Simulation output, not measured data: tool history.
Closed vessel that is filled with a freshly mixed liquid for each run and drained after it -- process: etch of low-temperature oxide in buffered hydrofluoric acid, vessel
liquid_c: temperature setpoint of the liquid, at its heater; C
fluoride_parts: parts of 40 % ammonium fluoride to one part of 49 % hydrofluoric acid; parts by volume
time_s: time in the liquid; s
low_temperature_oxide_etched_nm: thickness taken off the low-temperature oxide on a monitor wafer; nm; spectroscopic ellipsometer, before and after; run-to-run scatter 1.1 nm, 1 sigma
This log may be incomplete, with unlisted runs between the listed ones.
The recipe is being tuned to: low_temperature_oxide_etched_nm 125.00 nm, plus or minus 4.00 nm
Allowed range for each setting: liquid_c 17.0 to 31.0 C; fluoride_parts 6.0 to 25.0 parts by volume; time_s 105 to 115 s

run,hour,liquid_c,fluoride_parts,time_s,low_temperature_oxide_etched_nm
1,0.0,23.0,15.5,105,174.83
2,8.5,26.0,15.5,105,208.43
3,13.8,26.0,15.5,115,224.55
4,20.0,24.5,16.0,115,202.63
5,24.1,27.5,16.0,115,239.19
6,27.7,25.5,16.5,115,207.00
7,34.6,21.5,17.5,115,158.33
8,35.5,20.5,17.5,115,146.58
9,41.3,20.0,17.5,115,145.37
10,48.0,19.5,17.5,115,141.71
11,56.0,19.0,17.5,115,135.50
12,59.4,18.5,17.5,115,133.19

Which one of the following 5 next-run settings gets every result inside its allowed miss? There is exactly one.
A,62.8,19.0,17.0,115,?
B,62.8,20.5,18.5,115,?
C,62.8,20.0,17.0,110,?
D,62.8,18.0,16.0,110,?
E,62.8,18.5,18.5,115,?

move,low_temperature_oxide_etched_nm
A,137.97
B,138.09
C,139.61
D,132.38
E,123.38
A: the biggest miss grows against the last run
B: the biggest miss grows against the last run
C: the biggest miss grows against the last run
D: moves toward the targets from the last run without getting all of them in spec
E: hits every target within its allowed miss
Answer: E
